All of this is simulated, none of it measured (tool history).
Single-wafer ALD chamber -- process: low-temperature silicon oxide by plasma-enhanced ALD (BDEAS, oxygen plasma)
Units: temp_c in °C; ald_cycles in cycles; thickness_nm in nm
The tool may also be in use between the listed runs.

Run 1, hour 0.0: temp_c 115 °C, ald_cycles 57 cycles. Result: thickness_nm 8.2266 nm.
Run 2, hour 8.3: temp_c 108 °C, ald_cycles 57 cycles. Result: thickness_nm 8.3435 nm.
Run 3, hour 9.2: temp_c 108 °C, ald_cycles 49 cycles. Result: thickness_nm 7.1944 nm.
Run 4, hour 9.8: temp_c 108 °C, ald_cycles 55 cycles. Result: thickness_nm 8.0560 nm.
Run 5, hour 12.0: temp_c 112 °C, ald_cycles 55 cycles. Result: thickness_nm 7.9982 nm.
Run 6, hour 14.3: temp_c 104 °C, ald_cycles 55 cycles. Result: thickness_nm 8.1377 nm.
Run 7, hour 14.8: temp_c 104 °C, ald_cycles 56 cycles. Result: thickness_nm 8.3006 nm.

Run 8, settings as shown, results not yet in. Your forecast:
Run 8, hour 19.0: temp_c 104 °C, ald_cycles 57 cycles. Result: thickness_nm ?.

{"run 8": {"thickness_nm": 8.4481}}
